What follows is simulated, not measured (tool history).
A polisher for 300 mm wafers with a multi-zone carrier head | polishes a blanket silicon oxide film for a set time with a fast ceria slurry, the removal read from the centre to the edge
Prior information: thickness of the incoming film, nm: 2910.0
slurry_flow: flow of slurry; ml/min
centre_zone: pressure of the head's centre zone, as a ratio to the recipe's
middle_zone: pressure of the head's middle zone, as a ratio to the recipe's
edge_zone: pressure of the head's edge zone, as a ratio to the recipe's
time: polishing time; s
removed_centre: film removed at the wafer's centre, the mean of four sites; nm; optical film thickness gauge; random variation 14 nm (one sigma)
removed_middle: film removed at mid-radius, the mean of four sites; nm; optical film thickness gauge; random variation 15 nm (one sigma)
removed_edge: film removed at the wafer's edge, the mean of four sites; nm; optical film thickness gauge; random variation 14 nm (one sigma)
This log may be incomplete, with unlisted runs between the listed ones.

run 1 hour=0.0 | slurry_flow=135 centre_zone=1.00 middle_zone=1.00 edge_zone=1.00 time=46 | removed_centre=930.92 removed_middle=928.54 removed_edge=940.35
run 2 hour=7.3 | slurry_flow=135 centre_zone=1.05 middle_zone=1.00 edge_zone=1.00 time=46 | removed_centre=968.71 removed_middle=946.51 removed_edge=943.87
run 3 hour=8.4 | slurry_flow=145 centre_zone=1.07 middle_zone=1.02 edge_zone=1.04 time=48 | removed_centre=1070.80 removed_middle=1016.10 removed_edge=985.23
run 4 hour=14.2 | slurry_flow=145 centre_zone=1.04 middle_zone=1.02 edge_zone=1.04 time=48 | removed_centre=1025.10 removed_middle=1004.80 removed_edge=1005.50
run 5 hour=15.3 | slurry_flow=130 centre_zone=1.04 middle_zone=1.02 edge_zone=1.04 time=48 | removed_centre=1007.80 removed_middle=978.01 removed_edge=970.07
run 6 hour=23.2 | slurry_flow=145 centre_zone=1.04 middle_zone=1.03 edge_zone=1.04 time=50 | removed_centre=1089.20 removed_middle=1072.70 removed_edge=1031.50
run 7 hour=30.9 | slurry_flow=155 centre_zone=1.02 middle_zone=1.03 edge_zone=1.05 time=52 | removed_centre=1107.20 removed_middle=1128.80 removed_edge=1072.50
run 8 hour=31.5 | slurry_flow=155 centre_zone=1.02 middle_zone=1.02 edge_zone=1.06 time=54 | removed_centre=1149.10 removed_middle=1152.00 removed_edge=1135.50
run 9 hour=34.6 | slurry_flow=160 centre_zone=1.02 middle_zone=1.02 edge_zone=1.07 time=55 | removed_centre=1181.80 removed_middle=1172.00 removed_edge=1173.60

For run 10, what comes out?
run 10 hour=39.1 | slurry_flow=165 centre_zone=1.02 middle_zone=1.03 edge_zone=1.08 time=56 | removed_centre=? removed_middle=? removed_edge=?

removed_centre: 1219.10 nm
removed_middle: 1221.60 nm
removed_edge: 1198.10 nm
